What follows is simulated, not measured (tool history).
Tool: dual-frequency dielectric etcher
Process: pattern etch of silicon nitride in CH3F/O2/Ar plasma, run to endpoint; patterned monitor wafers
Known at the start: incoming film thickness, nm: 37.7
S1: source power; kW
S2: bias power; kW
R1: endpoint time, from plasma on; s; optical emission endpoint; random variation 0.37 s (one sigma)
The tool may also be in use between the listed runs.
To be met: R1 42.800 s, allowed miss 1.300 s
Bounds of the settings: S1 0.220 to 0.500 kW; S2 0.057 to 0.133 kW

run,hour,S1,S2,R1
1,0.0,0.360,0.095,48.078
2,3.1,0.370,0.097,47.653
3,3.9,0.410,0.097,46.387
4,11.6,0.420,0.099,46.387
5,14.6,0.420,0.084,48.525
6,16.7,0.480,0.084,47.099
7,22.5,0.480,0.088,45.891
8,29.4,0.480,0.090,46.229
9,32.0,0.480,0.093,45.136
10,36.8,0.480,0.095,44.297
11,39.6,0.480,0.096,44.575
12,42.6,0.480,0.097,44.790

Which of these 5 next moves meets every target?
A,45.6,0.440,0.078,?
B,45.6,0.500,0.103,?
C,45.6,0.400,0.092,?
D,45.6,0.480,0.084,?
E,45.6,0.500,0.121,?

move,R1
A,49.225
B,42.626
C,47.392
D,46.686
E,39.983
A: further off than the last run
B: meets every target
C: further off than the last run
D: further off than the last run
E: takes the result that was furthest off past its target
Answer: B

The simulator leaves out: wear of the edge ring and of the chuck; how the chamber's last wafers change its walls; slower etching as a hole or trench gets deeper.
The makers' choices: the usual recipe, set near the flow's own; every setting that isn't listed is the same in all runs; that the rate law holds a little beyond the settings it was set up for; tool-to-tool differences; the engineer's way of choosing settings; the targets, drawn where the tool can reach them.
